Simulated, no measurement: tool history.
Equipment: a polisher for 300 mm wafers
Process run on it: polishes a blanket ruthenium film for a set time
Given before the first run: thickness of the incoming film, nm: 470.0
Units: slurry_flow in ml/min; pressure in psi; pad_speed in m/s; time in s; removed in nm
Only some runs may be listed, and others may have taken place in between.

run  hour  slurry_flow  pressure  pad_speed  time  removed
  1     0          295       2.2       0.92    78   79.015
  2   8.8          295       2.2       0.92    82   82.914
  3  14.8          225       2.2       0.92    82   81.947
  4  22.5          225         2       0.92    82   71.879
  5  30.8          225       1.9       0.92    82   71.399
  6  34.1          225       1.7       0.92    82   62.508
  7  35.6          225       1.6       0.92    82   59.952

Estimate the outcome of run 8 from the log above:
  8  43.9          225       1.5       0.92    82        ?

removed: 55.856 nm
